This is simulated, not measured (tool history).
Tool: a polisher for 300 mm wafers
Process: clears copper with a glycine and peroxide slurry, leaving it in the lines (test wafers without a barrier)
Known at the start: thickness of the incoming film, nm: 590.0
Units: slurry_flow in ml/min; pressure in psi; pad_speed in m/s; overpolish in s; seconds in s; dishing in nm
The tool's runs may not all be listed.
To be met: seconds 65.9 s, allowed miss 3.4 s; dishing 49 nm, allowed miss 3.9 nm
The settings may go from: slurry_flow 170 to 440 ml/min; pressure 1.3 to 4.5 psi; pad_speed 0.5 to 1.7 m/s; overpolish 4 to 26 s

run 1 hour=0 | slurry_flow=280 pressure=2.9 pad_speed=1.1 overpolish=13 | seconds=101.17 dishing=44.94
run 2 hour=8.5 | slurry_flow=280 pressure=3.3 pad_speed=1.12 overpolish=12 | seconds=90.059 dishing=47.16
run 3 hour=11.7 | slurry_flow=280 pressure=3.3 pad_speed=1.12 overpolish=10 | seconds=90.324 dishing=41.331
run 4 hour=17.2 | slurry_flow=280 pressure=2.6 pad_speed=1.12 overpolish=10 | seconds=109.79 dishing=36.056
-- hour=22.7 worn pad replaced by a new one
run 5 hour=22.7 | slurry_flow=280 pressure=3 pad_speed=1.12 overpolish=10 | seconds=90.343 dishing=42.382
run 6 hour=27.8 | slurry_flow=280 pressure=3.3 pad_speed=1.14 overpolish=9 | seconds=83.366 dishing=38.98
run 7 hour=30.8 | slurry_flow=285 pressure=4.1 pad_speed=1.24 overpolish=11 | seconds=66.28 dishing=57.987
run 8 hour=36.5 | slurry_flow=285 pressure=4.1 pad_speed=1.24 overpolish=10 | seconds=65.855 dishing=52.359

4 next moves are on the table. One of them brings every result within its allowed miss. Which?
run A hour=42.2 | slurry_flow=190 pressure=4.2 pad_speed=1.28 overpolish=9 | seconds=? dishing=?
run B hour=42.2 | slurry_flow=295 pressure=3.6 pad_speed=1.28 overpolish=12 | seconds=? dishing=?
run C hour=42.2 | slurry_flow=275 pressure=3.6 pad_speed=1.42 overpolish=11 | seconds=? dishing=?
run D hour=42.2 | slurry_flow=315 pressure=4.1 pad_speed=1.2 overpolish=11 | seconds=? dishing=?

move=A seconds=65.507 dishing=48.436
move=B seconds=69.317 dishing=58.034
move=C seconds=63.686 dishing=57.789
move=D seconds=66.255 dishing=56.456
A: meets every target
B: further off than the last run
C: further off than the last run
D: further off than the last run
The right move is A.

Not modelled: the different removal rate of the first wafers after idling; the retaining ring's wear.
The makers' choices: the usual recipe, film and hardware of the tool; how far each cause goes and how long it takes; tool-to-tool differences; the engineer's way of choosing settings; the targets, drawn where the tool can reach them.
